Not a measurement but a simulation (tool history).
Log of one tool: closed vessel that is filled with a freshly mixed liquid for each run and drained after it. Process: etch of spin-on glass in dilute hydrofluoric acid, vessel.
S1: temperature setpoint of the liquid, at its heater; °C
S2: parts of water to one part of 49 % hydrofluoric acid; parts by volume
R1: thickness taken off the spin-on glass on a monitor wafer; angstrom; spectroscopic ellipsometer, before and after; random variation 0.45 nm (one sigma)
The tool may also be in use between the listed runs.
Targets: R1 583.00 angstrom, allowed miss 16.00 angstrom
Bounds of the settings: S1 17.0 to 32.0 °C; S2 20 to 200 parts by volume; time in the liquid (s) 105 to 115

Run 1, hour 0.0: S1 24.0 °C, S2 110 parts by volume, time in the liquid (s) 105. Result: R1 331.13 angstrom.
Run 2, hour 0.9: S1 24.0 °C, S2 110 parts by volume, time in the liquid (s) 115. Result: R1 356.37 angstrom.
Run 3, hour 6.5: S1 25.0 °C, S2 105 parts by volume, time in the liquid (s) 115. Result: R1 397.81 angstrom.
Run 4, hour 8.6: S1 26.0 °C, S2 105 parts by volume, time in the liquid (s) 115. Result: R1 412.11 angstrom.
Run 5, hour 12.9: S1 26.5 °C, S2 105 parts by volume, time in the liquid (s) 115. Result: R1 421.44 angstrom.
Run 6, hour 20.7: S1 27.0 °C, S2 105 parts by volume, time in the liquid (s) 115. Result: R1 425.94 angstrom.
Run 7, hour 29.9: S1 27.5 °C, S2 105 parts by volume, time in the liquid (s) 115. Result: R1 437.58 angstrom.
Run 8, hour 34.4: S1 31.5 °C, S2 90 parts by volume, time in the liquid (s) 115. Result: R1 608.86 angstrom.

4 next moves are on the table. One of them brings every result within its allowed miss. Which?
Run A, hour 38.9: S1 30.5 °C, S2 90 parts by volume, time in the liquid (s) 115. Result: R1 ?.
Run B, hour 38.9: S1 30.5 °C, S2 95 parts by volume, time in the liquid (s) 115. Result: R1 ?.
Run C, hour 38.9: S1 32.0 °C, S2 100 parts by volume, time in the liquid (s) 115. Result: R1 ?.
Run D, hour 38.9: S1 32.0 °C, S2 85 parts by volume, time in the liquid (s) 110. Result: R1 ?.

move      R1
   A  582.94
   B  548.27
   C  546.70
   D  629.20
A: meets every target
B: takes the result that was furthest off past its target
C: takes the result that was furthest off past its target
D: further off than the last run
The right move is A.

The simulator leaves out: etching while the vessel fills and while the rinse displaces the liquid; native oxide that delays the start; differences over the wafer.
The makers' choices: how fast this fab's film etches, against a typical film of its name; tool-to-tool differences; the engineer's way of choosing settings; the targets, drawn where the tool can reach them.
